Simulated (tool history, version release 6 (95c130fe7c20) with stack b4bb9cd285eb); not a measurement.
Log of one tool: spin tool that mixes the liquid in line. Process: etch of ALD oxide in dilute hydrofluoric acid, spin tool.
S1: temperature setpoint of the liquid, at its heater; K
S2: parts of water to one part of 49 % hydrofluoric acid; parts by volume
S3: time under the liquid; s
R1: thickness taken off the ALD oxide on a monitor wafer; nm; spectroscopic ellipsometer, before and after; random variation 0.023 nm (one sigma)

run 1 hour=0.0 | S1=298.15 S2=125 S3=15 | R1=2.3057
run 2 hour=8.5 | S1=298.15 S2=140 S3=15 | R1=2.0209
run 3 hour=10.0 | S1=298.15 S2=140 S3=15 | R1=2.0171
run 4 hour=14.9 | S1=298.15 S2=120 S3=15 | R1=2.4244
run 5 hour=23.3 | S1=298.15 S2=95 S3=15 | R1=3.1581
run 6 hour=28.1 | S1=296.65 S2=95 S3=15 | R1=2.9773
run 7 hour=31.9 | S1=296.65 S2=95 S3=15 | R1=2.9584
run 8 hour=36.4 | S1=296.65 S2=95 S3=15 | R1=2.9644
run 9 hour=40.1 | S1=299.15 S2=80 S3=15 | R1=3.9566

The next listed run, before its measurement:
run 10 hour=42.5 | S1=301.15 S2=75 S3=15 | R1=?

Run 10 gave R1 4.6261 nm.

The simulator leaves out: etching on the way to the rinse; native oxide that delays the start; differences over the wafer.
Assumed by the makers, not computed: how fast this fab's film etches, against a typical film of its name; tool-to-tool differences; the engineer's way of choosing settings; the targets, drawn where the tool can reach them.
